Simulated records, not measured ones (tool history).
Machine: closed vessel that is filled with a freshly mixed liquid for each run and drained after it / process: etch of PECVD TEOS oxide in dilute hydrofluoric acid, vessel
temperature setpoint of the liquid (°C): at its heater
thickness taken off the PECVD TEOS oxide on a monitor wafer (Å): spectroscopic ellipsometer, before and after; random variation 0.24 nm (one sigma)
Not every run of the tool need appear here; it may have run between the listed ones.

run,hour,temperature setpoint of the liquid (°C),parts of water to one part of 49 % hydrofluoric acid (parts by volume),time in the liquid (s),thickness taken off the PECVD TEOS oxide on a monitor wafer (Å)
1,0.0,24.0,90,100,127.79
2,9.3,22.0,90,100,117.59
3,10.9,25.0,90,100,131.97
4,13.2,22.5,90,100,121.34
5,21.6,22.5,60,100,186.13
6,28.2,23.5,60,100,195.69
7,34.0,23.5,60,100,194.07
8,38.4,24.5,60,100,203.18
9,43.5,24.5,60,100,200.15
10,48.8,25.5,60,100,211.85

What does the tool deliver on the next run?
11,58.1,26.0,60,100,?

Run 11 came out at thickness taken off the PECVD TEOS oxide on a monitor wafer (Å) 216.60.
